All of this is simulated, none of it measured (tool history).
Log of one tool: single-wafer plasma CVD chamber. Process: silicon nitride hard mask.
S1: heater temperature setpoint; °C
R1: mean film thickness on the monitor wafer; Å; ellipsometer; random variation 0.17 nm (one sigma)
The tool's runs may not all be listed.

run 1 hour=0.0 | S1=415 chamber_pressure_(Torr)=1.20 RF_power_(W)=350 deposition_time_(s)=36.7 | R1=428.65
run 2 hour=2.0 | S1=415 chamber_pressure_(Torr)=1.20 RF_power_(W)=400 deposition_time_(s)=36.7 | R1=467.76
run 3 hour=4.1 | S1=415 chamber_pressure_(Torr)=1.20 RF_power_(W)=370 deposition_time_(s)=36.7 | R1=446.88
run 4 hour=6.2 | S1=415 chamber_pressure_(Torr)=1.12 RF_power_(W)=355 deposition_time_(s)=36.7 | R1=417.07
run 5 hour=11.5 | S1=415 chamber_pressure_(Torr)=1.05 RF_power_(W)=350 deposition_time_(s)=36.7 | R1=402.08
run 6 hour=12.1 | S1=415 chamber_pressure_(Torr)=0.99 RF_power_(W)=345 deposition_time_(s)=36.7 | R1=391.21
run 7 hour=13.4 | S1=415 chamber_pressure_(Torr)=0.75 RF_power_(W)=305 deposition_time_(s)=36.7 | R1=299.82
run 8 hour=21.4 | S1=415 chamber_pressure_(Torr)=0.80 RF_power_(W)=305 deposition_time_(s)=36.7 | R1=314.40
run 9 hour=22.6 | S1=415 chamber_pressure_(Torr)=0.83 RF_power_(W)=305 deposition_time_(s)=36.7 | R1=321.13

The next listed run, before its measurement:
run 10 hour=30.8 | S1=415 chamber_pressure_(Torr)=0.85 RF_power_(W)=305 deposition_time_(s)=36.7 | R1=?

R1: 323.20 Å

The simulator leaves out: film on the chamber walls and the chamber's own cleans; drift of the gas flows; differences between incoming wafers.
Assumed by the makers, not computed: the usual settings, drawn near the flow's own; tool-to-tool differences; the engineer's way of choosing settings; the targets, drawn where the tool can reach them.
